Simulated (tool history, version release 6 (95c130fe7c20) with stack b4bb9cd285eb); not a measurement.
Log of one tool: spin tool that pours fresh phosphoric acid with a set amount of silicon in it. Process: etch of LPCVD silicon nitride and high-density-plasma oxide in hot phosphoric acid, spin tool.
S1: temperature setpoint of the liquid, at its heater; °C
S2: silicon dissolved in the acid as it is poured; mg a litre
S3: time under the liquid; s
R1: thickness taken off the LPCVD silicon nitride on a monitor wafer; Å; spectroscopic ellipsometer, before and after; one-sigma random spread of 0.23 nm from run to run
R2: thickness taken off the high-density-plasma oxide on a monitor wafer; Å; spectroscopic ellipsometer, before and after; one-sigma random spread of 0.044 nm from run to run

run    day     S1    S2   S3      R1      R2
  1      0    164   8.5  180   187.2  6.9777
  2  0.129  164.5    10  200  213.31  7.6573
  3  0.271  164.5    10  235  252.27  8.5636
  4  0.321    165    10  245   266.7  10.109
  5  0.483    163    10  245   247.7   8.475
  6  0.721    163  14.5  245  250.38  7.6592
  7   0.75    164  14.5  255  265.99  9.0328
  8  0.775    164    14  270  282.91  9.1061

Forecast run 9:
  9  0.85  166.5  15  315   ?   ?

{"run 9": {"R1": 362.86, "R2": 13.066}}
